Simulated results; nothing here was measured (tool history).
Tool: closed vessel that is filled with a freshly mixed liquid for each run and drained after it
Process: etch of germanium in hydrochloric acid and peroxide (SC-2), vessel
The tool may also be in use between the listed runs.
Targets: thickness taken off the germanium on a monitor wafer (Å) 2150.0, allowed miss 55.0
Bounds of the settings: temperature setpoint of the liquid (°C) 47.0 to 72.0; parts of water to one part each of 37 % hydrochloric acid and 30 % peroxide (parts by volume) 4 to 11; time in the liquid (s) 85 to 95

run  hour  temperature setpoint of the liquid (°C)  parts of water to one part each of 37 % hydrochloric acid and 30 % peroxide (parts by volume)  time in the liquid (s)  thickness taken off the germanium on a monitor wafer (Å)
  1   0.0                                     63.0                                                                                              6                      85                                                    1837.3
  2   8.4                                     63.5                                                                                              6                      85                                                    1847.9
  3   9.4                                     70.5                                                                                              6                      85                                                    2255.5
  4  12.7                                     69.5                                                                                              6                      85                                                    2209.5
  5  14.6                                     65.5                                                                                              6                      85                                                    1985.4
  6  15.4                                     65.5                                                                                              7                      85                                                    1960.5
  7  18.3                                     66.0                                                                                              7                      85                                                    1966.0
  8  23.5                                     66.5                                                                                              7                      85                                                    2026.4

Which of these 4 next moves meets every target?
  A  28.7                                     60.5                                                                                              4                      90                                                         ?
  B  28.7                                     65.5                                                                                              7                      85                                                         ?
  C  28.7                                     67.0                                                                                              8                      90                                                         ?
  D  28.7                                     64.5                                                                                              7                      90                                                         ?

move  thickness taken off the germanium on a monitor wafer (Å)
   A                                                    1846.1
   B                                                    1975.3
   C                                                    2159.9
   D                                                    2031.9
A: further off than the last run
B: further off than the last run
C: meets every target
D: as far off as the last run
The right move is C.

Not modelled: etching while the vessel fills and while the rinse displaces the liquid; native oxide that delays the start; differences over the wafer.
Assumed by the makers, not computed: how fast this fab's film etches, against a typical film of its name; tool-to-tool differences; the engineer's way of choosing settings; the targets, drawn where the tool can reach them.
